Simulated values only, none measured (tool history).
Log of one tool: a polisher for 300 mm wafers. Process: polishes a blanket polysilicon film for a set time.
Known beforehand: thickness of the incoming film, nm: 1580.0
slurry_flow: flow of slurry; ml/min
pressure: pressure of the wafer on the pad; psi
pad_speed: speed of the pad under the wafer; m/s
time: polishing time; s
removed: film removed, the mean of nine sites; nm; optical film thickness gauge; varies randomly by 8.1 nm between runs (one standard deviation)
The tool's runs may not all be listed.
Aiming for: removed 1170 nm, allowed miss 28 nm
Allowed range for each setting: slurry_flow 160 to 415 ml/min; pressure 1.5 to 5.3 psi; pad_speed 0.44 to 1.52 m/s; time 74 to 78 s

Run 1, hour 0: slurry_flow 265 ml/min, pressure 3.4 psi, pad_speed 0.98 m/s, time 74 s. Result: removed 830.44 nm.
Run 2, hour 1: slurry_flow 265 ml/min, pressure 3.4 psi, pad_speed 0.98 m/s, time 78 s. Result: removed 878.35 nm.
Run 3, hour 3.9: slurry_flow 270 ml/min, pressure 3.5 psi, pad_speed 0.98 m/s, time 78 s. Result: removed 913.58 nm.
Run 4, hour 12.3: slurry_flow 270 ml/min, pressure 3.5 psi, pad_speed 1.18 m/s, time 78 s. Result: removed 1106 nm.
Run 5, hour 21.2: slurry_flow 270 ml/min, pressure 3.5 psi, pad_speed 1.18 m/s, time 74 s. Result: removed 1039.2 nm.
Run 6, hour 28.3: slurry_flow 270 ml/min, pressure 3.5 psi, pad_speed 1.18 m/s, time 78 s. Result: removed 1099.6 nm.
Run 7, hour 31.2: slurry_flow 275 ml/min, pressure 3.5 psi, pad_speed 1.18 m/s, time 78 s. Result: removed 1096.4 nm.
Run 8, hour 39.5: slurry_flow 275 ml/min, pressure 3.6 psi, pad_speed 1.18 m/s, time 78 s. Result: removed 1127 nm.

Exercise: of the 4 proposed moves below, exactly one satisfies all targets within the stated allowed misses. Which move is it?
Run A, hour 47.8: slurry_flow 215 ml/min, pressure 3.2 psi, pad_speed 1.4 m/s, time 75 s. Result: removed ?.
Run B, hour 47.8: slurry_flow 270 ml/min, pressure 3.8 psi, pad_speed 1.2 m/s, time 76 s. Result: removed ?.
Run C, hour 47.8: slurry_flow 265 ml/min, pressure 3.2 psi, pad_speed 1.26 m/s, time 77 s. Result: removed ?.
Run D, hour 47.8: slurry_flow 280 ml/min, pressure 4.2 psi, pad_speed 1 m/s, time 74 s. Result: removed ?.

move  removed
   A     1103
   B   1168.5
   C   1048.7
   D   1054.4
A: the biggest miss grows against the last run
B: all results in spec
C: the biggest miss grows against the last run
D: the biggest miss grows against the last run
Move B is the one to make.
